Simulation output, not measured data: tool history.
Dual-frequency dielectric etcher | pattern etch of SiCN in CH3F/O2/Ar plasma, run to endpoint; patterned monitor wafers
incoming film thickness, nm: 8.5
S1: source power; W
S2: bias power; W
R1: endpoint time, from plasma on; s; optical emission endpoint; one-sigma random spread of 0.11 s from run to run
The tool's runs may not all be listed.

| run | hour | S1 | S2 | R1 |
|---|---|---|---|---|
| 1 | 0 | 310 | 68 | 24.931 |
| 2 | 1.8 | 260 | 68 | 26.929 |
| 3 | 7.6 | 260 | 61 | 27.528 |
| 4 | 16 | 290 | 63 | 26.295 |
| 5 | 18.8 | 260 | 63 | 27.194 |
| 6 | 27.4 | 290 | 66 | 25.78 |
| 7 | 34.6 | 320 | 67 | 24.535 |
| 8 | 41.5 | 340 | 68 | 23.865 |
| 9 | 46.3 | 360 | 69 | 23.292 |
| 10 | 52.2 | 360 | 69 | 23.208 |
| 11 | 57.3 | 370 | 70 | 22.823 |

Run 12, settings as shown, results not yet in. Your forecast:
| 12 | 64 | 380 | 71 | ? |

{"run 12": {"R1": 22.591}}
